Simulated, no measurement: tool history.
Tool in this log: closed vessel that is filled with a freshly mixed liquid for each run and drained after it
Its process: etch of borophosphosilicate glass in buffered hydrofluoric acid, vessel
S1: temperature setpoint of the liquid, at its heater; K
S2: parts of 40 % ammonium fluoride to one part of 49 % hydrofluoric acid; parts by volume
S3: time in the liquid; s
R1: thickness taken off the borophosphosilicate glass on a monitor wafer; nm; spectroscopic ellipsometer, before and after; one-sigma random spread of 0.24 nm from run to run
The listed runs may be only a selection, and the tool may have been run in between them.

{"run": 1, "hour": 0.0, "S1": 294.15, "S2": 14.0, "S3": 90, "R1": 74.849}
{"run": 2, "hour": 3.0, "S1": 297.65, "S2": 14.0, "S3": 90, "R1": 90.487}
{"run": 3, "hour": 9.6, "S1": 295.15, "S2": 16.0, "S3": 90, "R1": 69.369}
{"run": 4, "hour": 17.0, "S1": 293.65, "S2": 17.0, "S3": 90, "R1": 60.301}
{"run": 5, "hour": 21.3, "S1": 293.65, "S2": 17.0, "S3": 95, "R1": 63.356}
{"run": 6, "hour": 29.5, "S1": 292.65, "S2": 18.0, "S3": 95, "R1": 57.035}
{"run": 7, "hour": 30.2, "S1": 291.65, "S2": 19.0, "S3": 95, "R1": 50.848}
{"run": 8, "hour": 38.0, "S1": 291.15, "S2": 19.5, "S3": 95, "R1": 48.317}
{"run": 9, "hour": 39.8, "S1": 290.65, "S2": 20.0, "S3": 95, "R1": 45.69}

What will run 10 give?
{"run": 10, "hour": 48.1, "S1": 290.65, "S2": 20.5, "S3": 95, "R1": "?"}

R1: 45.051 nm
